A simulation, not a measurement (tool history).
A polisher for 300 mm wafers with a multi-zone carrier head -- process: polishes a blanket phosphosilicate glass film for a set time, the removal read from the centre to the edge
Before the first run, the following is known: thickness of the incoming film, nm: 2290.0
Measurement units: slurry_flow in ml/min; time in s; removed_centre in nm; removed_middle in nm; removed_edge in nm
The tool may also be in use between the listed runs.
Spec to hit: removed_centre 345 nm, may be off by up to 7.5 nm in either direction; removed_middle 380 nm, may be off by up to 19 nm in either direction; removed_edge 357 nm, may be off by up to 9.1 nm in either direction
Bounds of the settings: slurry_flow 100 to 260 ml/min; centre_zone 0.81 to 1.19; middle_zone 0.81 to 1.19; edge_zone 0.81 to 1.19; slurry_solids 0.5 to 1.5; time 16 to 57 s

{"run": 1, "hour": 0.0, "slurry_flow": 165, "centre_zone": 1, "middle_zone": 1, "edge_zone": 1, "slurry_solids": 1, "time": 36, "removed_centre": 279.47, "removed_middle": 274.14, "removed_edge": 270.44}
{"run": 2, "hour": 1.2, "slurry_flow": 185, "centre_zone": 1, "middle_zone": 1, "edge_zone": 1, "slurry_solids": 1, "time": 36, "removed_centre": 284.83, "removed_middle": 280.37, "removed_edge": 271.34}
{"run": 3, "hour": 10.0, "slurry_flow": 185, "centre_zone": 1, "middle_zone": 1.06, "edge_zone": 1, "slurry_solids": 1, "time": 36, "removed_centre": 284.25, "removed_middle": 288.65, "removed_edge": 274.93}
{"run": 4, "hour": 17.7, "slurry_flow": 185, "centre_zone": 1, "middle_zone": 1.06, "edge_zone": 1, "slurry_solids": 1, "time": 32, "removed_centre": 252.91, "removed_middle": 257.29, "removed_edge": 244.17}
{"run": 5, "hour": 25.9, "slurry_flow": 185, "centre_zone": 1, "middle_zone": 1.08, "edge_zone": 1.02, "slurry_solids": 1.1, "time": 33, "removed_centre": 271.64, "removed_middle": 280.58, "removed_edge": 267.3}
{"run": 6, "hour": 33.1, "slurry_flow": 190, "centre_zone": 1, "middle_zone": 1.1, "edge_zone": 1.03, "slurry_solids": 1.15, "time": 33, "removed_centre": 280.51, "removed_middle": 296.75, "removed_edge": 278.78}
{"run": 7, "hour": 40.1, "slurry_flow": 195, "centre_zone": 1.01, "middle_zone": 1.12, "edge_zone": 1.05, "slurry_solids": 1.2, "time": 33, "removed_centre": 286.41, "removed_middle": 295.84, "removed_edge": 285.16}
{"run": 8, "hour": 43.9, "slurry_flow": 200, "centre_zone": 1.01, "middle_zone": 1.13, "edge_zone": 1.05, "slurry_solids": 1.25, "time": 33, "removed_centre": 297.57, "removed_middle": 310.14, "removed_edge": 291.82}
{"run": 9, "hour": 51.4, "slurry_flow": 205, "centre_zone": 1, "middle_zone": 1.14, "edge_zone": 1.06, "slurry_solids": 1.3, "time": 33, "removed_centre": 298.62, "removed_middle": 318.36, "removed_edge": 300.05}
{"run": 10, "hour": 55.1, "slurry_flow": 210, "centre_zone": 1, "middle_zone": 1.15, "edge_zone": 1.07, "slurry_solids": 1.35, "time": 33, "removed_centre": 305.99, "removed_middle": 325.83, "removed_edge": 306.44}
{"run": 11, "hour": 62.0, "slurry_flow": 210, "centre_zone": 1, "middle_zone": 1.16, "edge_zone": 1.08, "slurry_solids": 1.4, "time": 34, "removed_centre": 322.43, "removed_middle": 336.5, "removed_edge": 316.83}
{"run": 12, "hour": 69.2, "slurry_flow": 215, "centre_zone": 0.99, "middle_zone": 1.17, "edge_zone": 1.09, "slurry_solids": 1.4, "time": 34, "removed_centre": 316.86, "removed_middle": 342.27, "removed_edge": 324.04}
{"run": 13, "hour": 71.0, "slurry_flow": 220, "centre_zone": 0.99, "middle_zone": 1.17, "edge_zone": 1.09, "slurry_solids": 1.4, "time": 34, "removed_centre": 320.17, "removed_middle": 342.37, "removed_edge": 324}
{"run": 14, "hour": 75.5, "slurry_flow": 220, "centre_zone": 0.99, "middle_zone": 1.17, "edge_zone": 1.09, "slurry_solids": 1.4, "time": 34, "removed_centre": 319.45, "removed_middle": 346.79, "removed_edge": 322.79}
{"run": 15, "hour": 81.8, "slurry_flow": 225, "centre_zone": 0.99, "middle_zone": 1.17, "edge_zone": 1.1, "slurry_solids": 1.4, "time": 34, "removed_centre": 318.92, "removed_middle": 342.53, "removed_edge": 325.79}
{"run": 16, "hour": 86.2, "slurry_flow": 230, "centre_zone": 0.98, "middle_zone": 1.18, "edge_zone": 1.1, "slurry_solids": 1.45, "time": 35, "removed_centre": 331.53, "removed_middle": 376.44, "removed_edge": 338.31}

Of the 5 settings listed for the next run, only one would bring every result within its allowed miss of target. Which one?
{"run": "A", "hour": 90.6, "slurry_flow": 220, "centre_zone": 0.96, "middle_zone": 1.19, "edge_zone": 1.01, "slurry_solids": 1.35, "time": 37, "removed_centre": "?", "removed_middle": "?", "removed_edge": "?"}
{"run": "B", "hour": 90.6, "slurry_flow": 260, "centre_zone": 0.92, "middle_zone": 1.19, "edge_zone": 0.91, "slurry_solids": 1.35, "time": 37, "removed_centre": "?", "removed_middle": "?", "removed_edge": "?"}
{"run": "C", "hour": 90.6, "slurry_flow": 235, "centre_zone": 1.01, "middle_zone": 1.19, "edge_zone": 1.05, "slurry_solids": 1.3, "time": 37, "removed_centre": "?", "removed_middle": "?", "removed_edge": "?"}
{"run": "D", "hour": 90.6, "slurry_flow": 220, "centre_zone": 0.93, "middle_zone": 1.08, "edge_zone": 1.01, "slurry_solids": 1.5, "time": 38, "removed_centre": "?", "removed_middle": "?", "removed_edge": "?"}
{"run": "E", "hour": 90.6, "slurry_flow": 225, "centre_zone": 1.03, "middle_zone": 1.18, "edge_zone": 1.11, "slurry_solids": 1.4, "time": 37, "removed_centre": "?", "removed_middle": "?", "removed_edge": "?"}

move=A removed_centre=334.62 removed_middle=379.48 removed_edge=335.91
move=B removed_centre=329.28 removed_middle=386.64 removed_edge=324.15
move=C removed_centre=346.87 removed_middle=376.03 removed_edge=338.69
move=D removed_centre=348.86 removed_middle=382.14 removed_edge=360.48
move=E removed_centre=362.15 removed_middle=384 removed_edge=358.17
A: moves away from the targets compared with the last run
B: moves away from the targets compared with the last run
C: just as far off the targets as the last run
D: in spec on every target
E: the furthest-off result lands on target, but another misses its tolerance
D meets every target.

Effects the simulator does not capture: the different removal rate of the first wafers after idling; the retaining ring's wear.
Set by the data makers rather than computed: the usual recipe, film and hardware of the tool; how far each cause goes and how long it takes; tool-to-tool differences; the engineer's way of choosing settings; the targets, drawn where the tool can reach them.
